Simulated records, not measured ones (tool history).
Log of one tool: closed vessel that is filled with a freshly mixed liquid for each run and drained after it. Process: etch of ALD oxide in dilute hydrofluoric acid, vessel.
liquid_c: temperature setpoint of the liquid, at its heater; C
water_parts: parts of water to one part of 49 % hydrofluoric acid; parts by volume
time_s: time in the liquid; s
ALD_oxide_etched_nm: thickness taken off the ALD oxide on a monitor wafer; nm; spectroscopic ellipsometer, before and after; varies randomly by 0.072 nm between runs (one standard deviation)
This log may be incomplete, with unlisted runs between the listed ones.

| run | hour | liquid_c | water_parts | time_s | ALD_oxide_etched_nm |
|---|---|---|---|---|---|
| 1 | 0.0 | 20.0 | 65 | 90 | 19.008 |
| 2 | 7.9 | 19.0 | 65 | 90 | 18.129 |
| 3 | 16.0 | 22.5 | 65 | 90 | 21.125 |
| 4 | 17.5 | 20.5 | 65 | 90 | 19.338 |
| 5 | 19.1 | 20.5 | 65 | 90 | 19.298 |
| 6 | 25.3 | 19.5 | 65 | 90 | 18.446 |
| 7 | 32.7 | 19.0 | 65 | 90 | 18.180 |

What will run 8 give?
| 8 | 34.6 | 18.5 | 65 | 90 | ? |

{"run 8": {"ALD_oxide_etched_nm": 17.799}}
